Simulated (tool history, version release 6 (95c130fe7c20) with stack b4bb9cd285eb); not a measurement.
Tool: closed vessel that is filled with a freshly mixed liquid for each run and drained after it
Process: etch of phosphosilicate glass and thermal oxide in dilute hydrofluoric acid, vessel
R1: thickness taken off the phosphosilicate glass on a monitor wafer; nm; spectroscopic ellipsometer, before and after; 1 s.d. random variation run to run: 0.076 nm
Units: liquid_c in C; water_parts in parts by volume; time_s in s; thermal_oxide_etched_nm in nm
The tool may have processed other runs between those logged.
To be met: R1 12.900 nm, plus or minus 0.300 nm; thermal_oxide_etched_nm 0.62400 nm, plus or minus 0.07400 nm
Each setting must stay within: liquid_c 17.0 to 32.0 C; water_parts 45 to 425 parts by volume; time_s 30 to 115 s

Run 1, hour 0.0: liquid_c 24.0 C, water_parts 235 parts by volume, time_s 60 s. Result: R1 21.321 nm, thermal_oxide_etched_nm 1.09860 nm.
Run 2, hour 2.0: liquid_c 22.5 C, water_parts 245 parts by volume, time_s 60 s. Result: R1 19.395 nm, thermal_oxide_etched_nm 0.93410 nm.
Run 3, hour 2.9: liquid_c 22.0 C, water_parts 260 parts by volume, time_s 60 s. Result: R1 17.708 nm, thermal_oxide_etched_nm 0.84092 nm.
Run 4, hour 7.5: liquid_c 20.0 C, water_parts 260 parts by volume, time_s 60 s. Result: R1 16.504 nm, thermal_oxide_etched_nm 0.81023 nm.
Run 5, hour 12.8: liquid_c 19.5 C, water_parts 265 parts by volume, time_s 60 s. Result: R1 15.628 nm, thermal_oxide_etched_nm 0.75438 nm.
Run 6, hour 16.6: liquid_c 19.0 C, water_parts 270 parts by volume, time_s 60 s. Result: R1 15.138 nm, thermal_oxide_etched_nm 0.72933 nm.
Run 7, hour 25.5: liquid_c 18.5 C, water_parts 275 parts by volume, time_s 60 s. Result: R1 14.551 nm, thermal_oxide_etched_nm 0.68427 nm.
Run 8, hour 33.6: liquid_c 18.5 C, water_parts 275 parts by volume, time_s 60 s. Result: R1 14.327 nm, thermal_oxide_etched_nm 0.68619 nm.
Run 9, hour 36.6: liquid_c 18.0 C, water_parts 275 parts by volume, time_s 60 s. Result: R1 14.082 nm, thermal_oxide_etched_nm 0.72098 nm.
Run 10, hour 40.1: liquid_c 18.0 C, water_parts 275 parts by volume, time_s 60 s. Result: R1 14.186 nm, thermal_oxide_etched_nm 0.69143 nm.

Pick the move, out of 4, that brings all results within their allowed miss; only one does.
Run A, hour 43.6: liquid_c 17.5 C, water_parts 315 parts by volume, time_s 70 s. Result: R1 ?, thermal_oxide_etched_nm ?.
Run B, hour 43.6: liquid_c 19.0 C, water_parts 230 parts by volume, time_s 40 s. Result: R1 ?, thermal_oxide_etched_nm ?.
Run C, hour 43.6: liquid_c 17.0 C, water_parts 135 parts by volume, time_s 30 s. Result: R1 ?, thermal_oxide_etched_nm ?.
Run D, hour 43.6: liquid_c 19.0 C, water_parts 325 parts by volume, time_s 65 s. Result: R1 ?, thermal_oxide_etched_nm ?.

move      R1  thermal_oxide_etched_nm
   A  13.732                  0.68126
   B  12.258                  0.60814
   C  15.840                  0.78580
   D  12.953                  0.64260
A: nearer than the last run, and not there yet
B: moves the result that the last run missed by most past its target, out the other side
C: moves away from the targets compared with the last run
D: hits every target within its allowed miss
So the answer is move D, the one that meets all the targets.

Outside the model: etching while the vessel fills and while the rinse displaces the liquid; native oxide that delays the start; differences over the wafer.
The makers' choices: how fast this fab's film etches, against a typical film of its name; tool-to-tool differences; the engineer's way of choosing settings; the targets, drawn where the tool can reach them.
